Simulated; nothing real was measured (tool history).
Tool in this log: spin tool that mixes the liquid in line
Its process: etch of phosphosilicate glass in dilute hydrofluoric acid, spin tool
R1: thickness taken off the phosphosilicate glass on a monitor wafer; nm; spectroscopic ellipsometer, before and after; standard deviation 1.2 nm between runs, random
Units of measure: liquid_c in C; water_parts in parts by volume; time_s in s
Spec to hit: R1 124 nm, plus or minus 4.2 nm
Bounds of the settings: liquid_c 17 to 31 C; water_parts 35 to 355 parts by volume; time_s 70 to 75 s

run 1 hour=0 | liquid_c=23 water_parts=195 time_s=70 | R1=45.319
run 2 hour=6 | liquid_c=24.5 water_parts=170 time_s=70 | R1=56.169
run 3 hour=6.5 | liquid_c=24.5 water_parts=170 time_s=70 | R1=55.056
run 4 hour=7.1 | liquid_c=24.5 water_parts=195 time_s=70 | R1=47.983
run 5 hour=11.1 | liquid_c=25.5 water_parts=170 time_s=70 | R1=59.968
run 6 hour=17.1 | liquid_c=27.5 water_parts=170 time_s=70 | R1=63.659
run 7 hour=19.4 | liquid_c=31 water_parts=90 time_s=70 | R1=151.73
run 8 hour=28 | liquid_c=27.5 water_parts=90 time_s=70 | R1=132.8

4 candidate next runs follow, results not yet known. Just one meets every target within its allowed miss. Identify it.
run A hour=36.6 | liquid_c=30.5 water_parts=95 time_s=70 | R1=?
run B hour=36.6 | liquid_c=27.5 water_parts=90 time_s=75 | R1=?
run C hour=36.6 | liquid_c=24.5 water_parts=85 time_s=70 | R1=?
run D hour=36.6 | liquid_c=28 water_parts=85 time_s=70 | R1=?

move=A R1=137.79
move=B R1=139.99
move=C R1=123.77
move=D R1=142.01
A: misses by more than the last run did
B: misses by more than the last run did
C: every result lands within tolerance
D: misses by more than the last run did
C meets every target.
